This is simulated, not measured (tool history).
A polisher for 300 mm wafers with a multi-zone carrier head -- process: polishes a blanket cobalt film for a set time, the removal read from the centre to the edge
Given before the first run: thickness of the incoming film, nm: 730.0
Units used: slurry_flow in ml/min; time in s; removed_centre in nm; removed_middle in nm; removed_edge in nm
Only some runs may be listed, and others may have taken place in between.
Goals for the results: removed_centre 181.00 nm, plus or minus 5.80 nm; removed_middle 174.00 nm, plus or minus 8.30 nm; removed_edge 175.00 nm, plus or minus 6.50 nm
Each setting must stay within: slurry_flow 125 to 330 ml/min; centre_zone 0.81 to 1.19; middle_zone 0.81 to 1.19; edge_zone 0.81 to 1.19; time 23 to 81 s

run 1 hour=0.0 | slurry_flow=210 centre_zone=1.00 middle_zone=1.00 edge_zone=1.00 time=52 | removed_centre=279.72 removed_middle=254.09 removed_edge=261.16
run 2 hour=8.3 | slurry_flow=205 centre_zone=0.97 middle_zone=0.99 edge_zone=0.96 time=46 | removed_centre=238.47 removed_middle=225.22 removed_edge=223.42
run 3 hour=12.7 | slurry_flow=255 centre_zone=0.97 middle_zone=0.99 edge_zone=0.96 time=46 | removed_centre=244.02 removed_middle=234.21 removed_edge=227.26
run 4 hour=17.2 | slurry_flow=255 centre_zone=0.97 middle_zone=1.04 edge_zone=0.96 time=46 | removed_centre=247.40 removed_middle=249.51 removed_edge=228.75
-- hour=17.8 centre zone pressure recalibrated
run 5 hour=17.8 | slurry_flow=255 centre_zone=0.97 middle_zone=1.04 edge_zone=0.96 time=51 | removed_centre=249.03 removed_middle=264.41 removed_edge=252.34
run 6 hour=19.6 | slurry_flow=245 centre_zone=0.93 middle_zone=0.98 edge_zone=0.93 time=46 | removed_centre=211.69 removed_middle=229.85 removed_edge=224.19
run 7 hour=24.5 | slurry_flow=240 centre_zone=0.94 middle_zone=0.95 edge_zone=0.90 time=43 | removed_centre=203.69 removed_middle=205.24 removed_edge=206.86
run 8 hour=27.1 | slurry_flow=195 centre_zone=0.93 middle_zone=0.93 edge_zone=0.81 time=37 | removed_centre=169.04 removed_middle=172.37 removed_edge=166.88

Exactly one of the 5 candidate moves below puts every result within its allowed miss. Which one?
run A hour=29.7 | slurry_flow=180 centre_zone=1.14 middle_zone=1.12 edge_zone=0.81 time=34 | removed_centre=? removed_middle=? removed_edge=?
run B hour=29.7 | slurry_flow=175 centre_zone=1.10 middle_zone=1.09 edge_zone=0.81 time=34 | removed_centre=? removed_middle=? removed_edge=?
run C hour=29.7 | slurry_flow=195 centre_zone=0.93 middle_zone=1.05 edge_zone=0.81 time=35 | removed_centre=? removed_middle=? removed_edge=?
run D hour=29.7 | slurry_flow=190 centre_zone=0.98 middle_zone=0.92 edge_zone=0.83 time=38 | removed_centre=? removed_middle=? removed_edge=?
run E hour=29.7 | slurry_flow=160 centre_zone=0.81 middle_zone=0.90 edge_zone=0.83 time=40 | removed_centre=? removed_middle=? removed_edge=?

move=A removed_centre=185.40 removed_middle=179.47 removed_edge=151.66
move=B removed_centre=178.46 removed_middle=174.73 removed_edge=151.30
move=C removed_centre=159.28 removed_middle=176.82 removed_edge=157.46
move=D removed_centre=180.82 removed_middle=171.15 removed_edge=172.34
move=E removed_centre=155.26 removed_middle=173.02 removed_edge=178.41
A: the worst result of the last run now meets its target, but another is out of spec
B: the worst result of the last run now meets its target, but another is out of spec
C: moves away from the targets compared with the last run
D: every result lands within tolerance
E: moves away from the targets compared with the last run
D is the move that brings every result within its allowed miss.
